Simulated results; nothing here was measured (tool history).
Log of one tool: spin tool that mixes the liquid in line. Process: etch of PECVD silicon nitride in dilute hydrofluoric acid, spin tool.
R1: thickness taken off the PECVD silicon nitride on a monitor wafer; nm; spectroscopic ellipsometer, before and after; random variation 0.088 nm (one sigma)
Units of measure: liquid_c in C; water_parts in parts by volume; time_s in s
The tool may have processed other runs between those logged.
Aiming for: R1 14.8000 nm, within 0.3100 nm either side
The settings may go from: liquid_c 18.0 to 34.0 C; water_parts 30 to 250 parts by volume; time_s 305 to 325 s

{"run": 1, "hour": 0.0, "liquid_c": 26.0, "water_parts": 140, "time_s": 305, "R1": 9.1609}
{"run": 2, "hour": 9.0, "liquid_c": 26.0, "water_parts": 180, "time_s": 305, "R1": 7.073}
{"run": 3, "hour": 11.5, "liquid_c": 26.0, "water_parts": 180, "time_s": 305, "R1": 7.0588}
{"run": 4, "hour": 18.7, "liquid_c": 26.0, "water_parts": 180, "time_s": 325, "R1": 7.5424}
{"run": 5, "hour": 23.1, "liquid_c": 27.5, "water_parts": 175, "time_s": 325, "R1": 8.5022}
{"run": 6, "hour": 25.1, "liquid_c": 27.5, "water_parts": 150, "time_s": 325, "R1": 9.9574}
{"run": 7, "hour": 26.1, "liquid_c": 29.0, "water_parts": 145, "time_s": 325, "R1": 11.378}
{"run": 8, "hour": 28.2, "liquid_c": 30.0, "water_parts": 145, "time_s": 325, "R1": 11.976}
{"run": 9, "hour": 28.9, "liquid_c": 31.0, "water_parts": 145, "time_s": 325, "R1": 12.904}
{"run": 10, "hour": 36.3, "liquid_c": 31.5, "water_parts": 145, "time_s": 325, "R1": 13.332}
{"run": 11, "hour": 40.8, "liquid_c": 32.0, "water_parts": 145, "time_s": 325, "R1": 13.508}
{"run": 12, "hour": 41.6, "liquid_c": 32.5, "water_parts": 145, "time_s": 325, "R1": 13.846}
{"run": 13, "hour": 47.0, "liquid_c": 33.0, "water_parts": 145, "time_s": 325, "R1": 14.428}

Which single option among these 4 for the next run brings every result within its allowed miss of target? Just one does.
{"run": "A", "hour": 52.4, "liquid_c": 32.5, "water_parts": 140, "time_s": 320, "R1": "?"}
{"run": "B", "hour": 52.4, "liquid_c": 33.5, "water_parts": 140, "time_s": 315, "R1": "?"}
{"run": "C", "hour": 52.4, "liquid_c": 32.5, "water_parts": 145, "time_s": 325, "R1": "?"}
{"run": "D", "hour": 52.4, "liquid_c": 31.5, "water_parts": 130, "time_s": 315, "R1": "?"}

move=A R1=14.3310
move=B R1=14.9780
move=C R1=14.0410
move=D R1=14.3210
A: the biggest miss grows against the last run
B: each result inside its tolerance
C: the biggest miss grows against the last run
D: the biggest miss grows against the last run
The right move is B.

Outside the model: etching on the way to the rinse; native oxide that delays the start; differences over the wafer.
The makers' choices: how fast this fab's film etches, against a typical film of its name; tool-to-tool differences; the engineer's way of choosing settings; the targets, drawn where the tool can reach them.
